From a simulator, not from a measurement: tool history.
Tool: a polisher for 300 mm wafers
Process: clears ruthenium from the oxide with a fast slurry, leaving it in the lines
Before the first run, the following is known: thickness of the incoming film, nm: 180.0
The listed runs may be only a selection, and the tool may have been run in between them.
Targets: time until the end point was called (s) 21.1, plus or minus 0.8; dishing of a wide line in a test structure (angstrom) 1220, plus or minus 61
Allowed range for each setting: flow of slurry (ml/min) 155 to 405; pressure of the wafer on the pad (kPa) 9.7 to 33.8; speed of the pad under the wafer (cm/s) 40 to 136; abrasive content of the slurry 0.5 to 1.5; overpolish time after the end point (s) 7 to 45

run	hour	flow of slurry (ml/min)	pressure of the wafer on the pad (kPa)	speed of the pad under the wafer (cm/s)	abrasive content of the slurry	overpolish time after the end point (s)	time until the end point was called (s)	dishing of a wide line in a test structure (angstrom)
1	0	260	21.4	88	1	23	35.726	966.73
2	7.7	260	24.1	88	1	22	31.858	1017.9
3	16	300	24.1	88	1	22	31.245	1021.3
4	16.9	300	26.2	88	1	21	28.449	1038.2
5	19.4	300	26.2	108	1	21	24.083	1187
6	26.1	300	26.2	108	1.15	21	22.814	1219.6
# hour 27.6: head pressure recalibrated
7	27.6	300	26.9	108	1.15	21	24.764	1161
8	28.3	310	27.6	108	1.15	21	24.227	1199.9
9	34.7	310	28.3	108	1.15	20	23.367	1196.9
10	38.3	310	29	108	1.15	19	22.629	1178.2
11	45	310	29.6	108	1.15	19	22.274	1211

Which of these 4 next moves meets every target?
A	51.7	270	28.3	104	1.1	23	?	?
B	51.7	270	28.3	128	1.2	18	?	?
C	51.7	300	30.3	98	1.15	21	?	?
D	51.7	345	33.1	100	1.1	19	?	?

move	time until the end point was called (s)	dishing of a wide line in a test structure (angstrom)
A	24.101	1251.9
B	19.423	1226.4
C	22.96	1215.1
D	20.941	1208.2
A: misses by more than the last run did
B: carries the result that was furthest off beyond its target, to the other side
C: misses by more than the last run did
D: every result within its allowed miss
Move D is the one to make.

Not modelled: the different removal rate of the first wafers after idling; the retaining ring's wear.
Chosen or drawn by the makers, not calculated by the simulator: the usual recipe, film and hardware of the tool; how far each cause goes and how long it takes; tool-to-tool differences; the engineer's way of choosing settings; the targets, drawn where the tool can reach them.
